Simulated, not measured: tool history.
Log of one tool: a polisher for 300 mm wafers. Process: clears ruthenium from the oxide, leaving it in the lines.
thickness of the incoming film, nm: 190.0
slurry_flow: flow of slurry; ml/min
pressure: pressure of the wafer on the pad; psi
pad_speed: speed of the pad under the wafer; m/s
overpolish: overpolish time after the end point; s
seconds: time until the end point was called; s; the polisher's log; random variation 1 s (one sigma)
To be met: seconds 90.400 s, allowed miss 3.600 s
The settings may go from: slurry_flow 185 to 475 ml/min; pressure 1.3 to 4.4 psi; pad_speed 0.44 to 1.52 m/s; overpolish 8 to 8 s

| run | hour | slurry_flow | pressure | pad_speed | overpolish | seconds |
|---|---|---|---|---|---|---|
| 1 | 0.0 | 305 | 2.8 | 0.98 | 8 | 133.660 |
| 2 | 5.5 | 305 | 3.1 | 0.98 | 8 | 119.230 |
| 3 | 14.6 | 305 | 3.1 | 0.98 | 8 | 119.010 |
| 4 | 23.6 | 305 | 3.4 | 0.98 | 8 | 110.260 |
| 5 | 26.4 | 305 | 3.4 | 0.98 | 8 | 111.140 |
| 6 | 34.5 | 305 | 3.4 | 0.98 | 8 | 110.110 |
| 7 | 37.6 | 305 | 3.5 | 0.98 | 8 | 106.000 |
| 8 | 39.8 | 305 | 3.6 | 0.98 | 8 | 107.340 |
| 9 | 42.5 | 305 | 3.6 | 0.98 | 8 | 104.320 |
| 10 | 49.4 | 305 | 3.7 | 0.98 | 8 | 102.530 |

4 next moves are on the table. One of them brings every result within its allowed miss. Which?
| A | 56.3 | 300 | 3.9 | 0.96 | 8 | ? |
| B | 56.3 | 260 | 3.7 | 0.88 | 8 | ? |
| C | 56.3 | 295 | 4.1 | 1.00 | 8 | ? |
| D | 56.3 | 345 | 3.5 | 1.08 | 8 | ? |

| move | seconds |
|---|---|
| A | 98.445 |
| B | 113.710 |
| C | 90.509 |
| D | 97.160 |
A: nearer than the last run, and not there yet
B: further off than the last run
C: meets every target
D: nearer than the last run, and not there yet
Move C is the one to make.
